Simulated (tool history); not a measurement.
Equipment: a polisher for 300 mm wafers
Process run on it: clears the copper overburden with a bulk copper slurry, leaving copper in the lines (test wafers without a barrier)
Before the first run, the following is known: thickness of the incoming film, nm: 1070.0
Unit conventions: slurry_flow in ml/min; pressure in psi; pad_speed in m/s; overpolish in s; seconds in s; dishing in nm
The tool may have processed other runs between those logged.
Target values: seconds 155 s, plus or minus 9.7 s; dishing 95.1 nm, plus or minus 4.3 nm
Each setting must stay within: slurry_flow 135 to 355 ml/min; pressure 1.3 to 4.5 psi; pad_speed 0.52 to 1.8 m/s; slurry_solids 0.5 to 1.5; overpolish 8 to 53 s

{"run": 1, "day": 0.0, "slurry_flow": 225, "pressure": 2.9, "pad_speed": 1.16, "slurry_solids": 1, "overpolish": 27, "seconds": 90.187, "dishing": 125.04}
{"run": 2, "day": 0.075, "slurry_flow": 255, "pressure": 2.9, "pad_speed": 1.16, "slurry_solids": 1, "overpolish": 27, "seconds": 85.289, "dishing": 125.19}
{"run": 3, "day": 0.45, "slurry_flow": 255, "pressure": 2.9, "pad_speed": 1.28, "slurry_solids": 1, "overpolish": 27, "seconds": 80.833, "dishing": 127.28}
{"run": 4, "day": 0.546, "slurry_flow": 255, "pressure": 2.9, "pad_speed": 1.48, "slurry_solids": 1, "overpolish": 27, "seconds": 71.443, "dishing": 130.4}
{"run": 5, "day": 0.671, "slurry_flow": 255, "pressure": 2.9, "pad_speed": 1.48, "slurry_solids": 1, "overpolish": 31, "seconds": 70.335, "dishing": 140.32}
{"run": 6, "day": 0.883, "slurry_flow": 250, "pressure": 2.4, "pad_speed": 1.38, "slurry_solids": 1, "overpolish": 31, "seconds": 86.767, "dishing": 125.38}
{"run": 7, "day": 1.104, "slurry_flow": 240, "pressure": 1.6, "pad_speed": 1.06, "slurry_solids": 0.95, "overpolish": 32, "seconds": 145.19, "dishing": 96.198}
{"run": 8, "day": 1.288, "slurry_flow": 240, "pressure": 1.6, "pad_speed": 1.06, "slurry_solids": 0.95, "overpolish": 33, "seconds": 139.61, "dishing": 98.177}

Exactly one of the 5 candidate moves below puts every result within its allowed miss. Which one?
{"run": "A", "day": 1.471, "slurry_flow": 225, "pressure": 1.8, "pad_speed": 1.04, "slurry_solids": 0.9, "overpolish": 28, "seconds": "?", "dishing": "?"}
{"run": "B", "day": 1.471, "slurry_flow": 235, "pressure": 2.5, "pad_speed": 0.98, "slurry_solids": 0.75, "overpolish": 26, "seconds": "?", "dishing": "?"}
{"run": "C", "day": 1.471, "slurry_flow": 250, "pressure": 1.9, "pad_speed": 1.06, "slurry_solids": 0.85, "overpolish": 33, "seconds": "?", "dishing": "?"}
{"run": "D", "day": 1.471, "slurry_flow": 230, "pressure": 1.8, "pad_speed": 1.1, "slurry_solids": 0.8, "overpolish": 33, "seconds": "?", "dishing": "?"}
{"run": "E", "day": 1.471, "slurry_flow": 270, "pressure": 1.3, "pad_speed": 1.18, "slurry_solids": 0.95, "overpolish": 35, "seconds": "?", "dishing": "?"}

move=A seconds=135.81 dishing=92.928
move=B seconds=115.41 dishing=101.66
move=C seconds=129.43 dishing=103.94
move=D seconds=133.59 dishing=101.62
move=E seconds=149.53 dishing=94.485
A: its largest miss is bigger than the last run's
B: its largest miss is bigger than the last run's
C: its largest miss is bigger than the last run's
D: its largest miss is bigger than the last run's
E: hits every target within its allowed miss
Go with E: it meets all targets.

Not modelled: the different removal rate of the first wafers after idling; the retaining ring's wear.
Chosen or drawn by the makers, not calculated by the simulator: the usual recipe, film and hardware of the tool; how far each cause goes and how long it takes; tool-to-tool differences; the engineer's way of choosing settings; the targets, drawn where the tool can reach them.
